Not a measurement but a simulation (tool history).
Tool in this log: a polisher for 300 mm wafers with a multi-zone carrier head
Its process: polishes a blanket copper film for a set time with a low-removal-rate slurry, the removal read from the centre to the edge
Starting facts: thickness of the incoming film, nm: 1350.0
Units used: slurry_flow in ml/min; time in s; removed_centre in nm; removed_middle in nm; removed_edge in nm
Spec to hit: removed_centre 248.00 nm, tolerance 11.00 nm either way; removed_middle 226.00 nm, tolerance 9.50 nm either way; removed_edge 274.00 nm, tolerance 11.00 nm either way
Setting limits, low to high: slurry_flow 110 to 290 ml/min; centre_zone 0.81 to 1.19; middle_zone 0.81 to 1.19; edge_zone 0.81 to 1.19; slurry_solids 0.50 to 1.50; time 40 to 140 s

{"run": 1, "hour": 0.0, "slurry_flow": 185, "centre_zone": 1.0, "middle_zone": 1.0, "edge_zone": 1.0, "slurry_solids": 1.0, "time": 90, "removed_centre": 171.94, "removed_middle": 176.29, "removed_edge": 174.56}
{"run": 2, "hour": 3.4, "slurry_flow": 185, "centre_zone": 1.0, "middle_zone": 1.0, "edge_zone": 1.0, "slurry_solids": 1.0, "time": 98, "removed_centre": 194.12, "removed_middle": 187.17, "removed_edge": 192.39}
{"run": 3, "hour": 10.2, "slurry_flow": 185, "centre_zone": 1.0, "middle_zone": 1.0, "edge_zone": 1.0, "slurry_solids": 0.8, "time": 98, "removed_centre": 186.96, "removed_middle": 180.04, "removed_edge": 184.35}
{"run": 4, "hour": 15.0, "slurry_flow": 185, "centre_zone": 1.0, "middle_zone": 0.99, "edge_zone": 1.03, "slurry_solids": 0.9, "time": 101, "removed_centre": 194.11, "removed_middle": 194.8, "removed_edge": 194.77}
{"run": 5, "hour": 19.6, "slurry_flow": 175, "centre_zone": 0.98, "middle_zone": 0.96, "edge_zone": 1.01, "slurry_solids": 1.0, "time": 106, "removed_centre": 203.54, "removed_middle": 194.15, "removed_edge": 210.05}
{"run": 6, "hour": 22.7, "slurry_flow": 175, "centre_zone": 0.98, "middle_zone": 0.96, "edge_zone": 1.01, "slurry_solids": 1.0, "time": 87, "removed_centre": 161.67, "removed_middle": 165.07, "removed_edge": 172.61}
{"run": 7, "hour": 23.4, "slurry_flow": 190, "centre_zone": 0.98, "middle_zone": 0.92, "edge_zone": 1.11, "slurry_solids": 1.25, "time": 112, "removed_centre": 229.24, "removed_middle": 206.98, "removed_edge": 242.91}
{"run": 8, "hour": 32.1, "slurry_flow": 190, "centre_zone": 0.98, "middle_zone": 0.92, "edge_zone": 1.11, "slurry_solids": 1.25, "time": 112, "removed_centre": 227.07, "removed_middle": 212.06, "removed_edge": 247.85}
{"run": 9, "hour": 33.9, "slurry_flow": 195, "centre_zone": 0.98, "middle_zone": 0.92, "edge_zone": 1.12, "slurry_solids": 1.3, "time": 112, "removed_centre": 227.02, "removed_middle": 218.86, "removed_edge": 243.53}
{"run": 10, "hour": 37.0, "slurry_flow": 195, "centre_zone": 0.98, "middle_zone": 0.92, "edge_zone": 1.12, "slurry_solids": 1.3, "time": 112, "removed_centre": 234.05, "removed_middle": 217.54, "removed_edge": 240.33}
{"run": 11, "hour": 42.1, "slurry_flow": 190, "centre_zone": 0.98, "middle_zone": 0.91, "edge_zone": 1.12, "slurry_solids": 1.3, "time": 114, "removed_centre": 237.45, "removed_middle": 217.47, "removed_edge": 252.02}
{"run": 12, "hour": 50.2, "slurry_flow": 190, "centre_zone": 0.98, "middle_zone": 0.91, "edge_zone": 1.12, "slurry_solids": 1.3, "time": 115, "removed_centre": 232.97, "removed_middle": 221.88, "removed_edge": 244.88}
{"run": 13, "hour": 51.0, "slurry_flow": 195, "centre_zone": 0.98, "middle_zone": 0.91, "edge_zone": 1.13, "slurry_solids": 1.3, "time": 115, "removed_centre": 233.99, "removed_middle": 214.45, "removed_edge": 246.4}
{"run": 14, "hour": 54.2, "slurry_flow": 190, "centre_zone": 0.98, "middle_zone": 0.9, "edge_zone": 1.13, "slurry_solids": 1.35, "time": 116, "removed_centre": 241.42, "removed_middle": 219.32, "removed_edge": 259.23}
{"run": 15, "hour": 55.6, "slurry_flow": 180, "centre_zone": 0.97, "middle_zone": 0.9, "edge_zone": 1.13, "slurry_solids": 1.4, "time": 117, "removed_centre": 240.57, "removed_middle": 220.85, "removed_edge": 259.87}
{"run": 16, "hour": 63.6, "slurry_flow": 180, "centre_zone": 0.97, "middle_zone": 0.9, "edge_zone": 1.13, "slurry_solids": 1.4, "time": 118, "removed_centre": 237.99, "removed_middle": 226.48, "removed_edge": 262.18}
{"run": 17, "hour": 64.8, "slurry_flow": 180, "centre_zone": 0.97, "middle_zone": 0.89, "edge_zone": 1.13, "slurry_solids": 1.4, "time": 118, "removed_centre": 242.79, "removed_middle": 220.55, "removed_edge": 258.82}

Pick the move, out of 5, that brings all results within their allowed miss; only one does.
{"run": "A", "hour": 66.0, "slurry_flow": 135, "centre_zone": 1.0, "middle_zone": 0.9, "edge_zone": 0.98, "slurry_solids": 1.45, "time": 120, "removed_centre": "?", "removed_middle": "?", "removed_edge": "?"}
{"run": "B", "hour": 66.0, "slurry_flow": 200, "centre_zone": 0.99, "middle_zone": 0.92, "edge_zone": 1.1, "slurry_solids": 1.4, "time": 113, "removed_centre": "?", "removed_middle": "?", "removed_edge": "?"}
{"run": "C", "hour": 66.0, "slurry_flow": 130, "centre_zone": 0.97, "middle_zone": 0.87, "edge_zone": 1.13, "slurry_solids": 1.25, "time": 129, "removed_centre": "?", "removed_middle": "?", "removed_edge": "?"}
{"run": "D", "hour": 66.0, "slurry_flow": 140, "centre_zone": 0.93, "middle_zone": 0.84, "edge_zone": 1.19, "slurry_solids": 1.3, "time": 132, "removed_centre": "?", "removed_middle": "?", "removed_edge": "?"}
{"run": "E", "hour": 66.0, "slurry_flow": 190, "centre_zone": 0.82, "middle_zone": 0.83, "edge_zone": 1.19, "slurry_solids": 1.35, "time": 129, "removed_centre": "?", "removed_middle": "?", "removed_edge": "?"}

move=A removed_centre=245.91 removed_middle=222.74 removed_edge=251.19
move=B removed_centre=240.84 removed_middle=222.95 removed_edge=257.73
move=C removed_centre=246.91 removed_middle=224.22 removed_edge=279.61
move=D removed_centre=247.36 removed_middle=227.18 removed_edge=298.73
move=E removed_centre=225.29 removed_middle=230.70 removed_edge=302.98
A: the biggest miss grows against the last run
B: the biggest miss grows against the last run
C: every result within its allowed miss
D: pushes the last run's worst result past its target
E: pushes the last run's worst result past its target
So the answer is move C, the one that meets all the targets.
